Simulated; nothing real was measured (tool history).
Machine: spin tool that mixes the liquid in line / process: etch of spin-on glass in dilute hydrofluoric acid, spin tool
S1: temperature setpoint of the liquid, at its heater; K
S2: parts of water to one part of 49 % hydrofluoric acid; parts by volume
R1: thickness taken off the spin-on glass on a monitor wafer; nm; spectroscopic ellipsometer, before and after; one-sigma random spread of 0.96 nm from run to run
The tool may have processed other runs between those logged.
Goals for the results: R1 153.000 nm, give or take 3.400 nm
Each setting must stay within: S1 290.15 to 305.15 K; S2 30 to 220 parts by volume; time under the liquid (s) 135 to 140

Run 1, day 0.000: S1 297.15 K, S2 125 parts by volume, time under the liquid (s) 135. Result: R1 38.079 nm.
Run 2, day 0.233: S1 297.15 K, S2 85 parts by volume, time under the liquid (s) 135. Result: R1 59.030 nm.
Run 3, day 0.438: S1 297.15 K, S2 45 parts by volume, time under the liquid (s) 135. Result: R1 118.310 nm.
Run 4, day 0.788: S1 297.15 K, S2 45 parts by volume, time under the liquid (s) 135. Result: R1 118.450 nm.
Run 5, day 1.004: S1 297.15 K, S2 30 parts by volume, time under the liquid (s) 135. Result: R1 179.560 nm.
Run 6, day 1.146: S1 297.15 K, S2 55 parts by volume, time under the liquid (s) 135. Result: R1 95.038 nm.
Run 7, day 1.312: S1 298.65 K, S2 55 parts by volume, time under the liquid (s) 135. Result: R1 101.230 nm.
Run 8, day 1.533: S1 298.65 K, S2 50 parts by volume, time under the liquid (s) 135. Result: R1 111.980 nm.
Run 9, day 1.671: S1 298.65 K, S2 45 parts by volume, time under the liquid (s) 135. Result: R1 126.060 nm.
Run 10, day 1.804: S1 299.65 K, S2 45 parts by volume, time under the liquid (s) 135. Result: R1 132.470 nm.
Run 11, day 2.029: S1 300.15 K, S2 45 parts by volume, time under the liquid (s) 135. Result: R1 132.450 nm.
Run 12, day 2.062: S1 301.15 K, S2 45 parts by volume, time under the liquid (s) 135. Result: R1 139.330 nm.
Run 13, day 2.192: S1 301.65 K, S2 45 parts by volume, time under the liquid (s) 135. Result: R1 141.340 nm.
Run 14, day 2.242: S1 302.15 K, S2 45 parts by volume, time under the liquid (s) 135. Result: R1 143.790 nm.
Run 15, day 2.425: S1 302.65 K, S2 45 parts by volume, time under the liquid (s) 135. Result: R1 147.090 nm.

Which single option among these 5 for the next run brings every result within its allowed miss of target? Just one does.
Run A, day 2.608: S1 300.65 K, S2 40 parts by volume, time under the liquid (s) 135. Result: R1 ?.
Run B, day 2.608: S1 301.15 K, S2 45 parts by volume, time under the liquid (s) 140. Result: R1 ?.
Run C, day 2.608: S1 304.65 K, S2 50 parts by volume, time under the liquid (s) 140. Result: R1 ?.
Run D, day 2.608: S1 303.15 K, S2 50 parts by volume, time under the liquid (s) 135. Result: R1 ?.
Run E, day 2.608: S1 299.65 K, S2 40 parts by volume, time under the liquid (s) 135. Result: R1 ?.

move       R1
   A  151.910
   B  141.830
   C  145.410
   D  132.250
   E  145.880
A: in spec on every target
B: misses by more than the last run did
C: misses by more than the last run did
D: misses by more than the last run did
E: misses by more than the last run did
A meets every target.
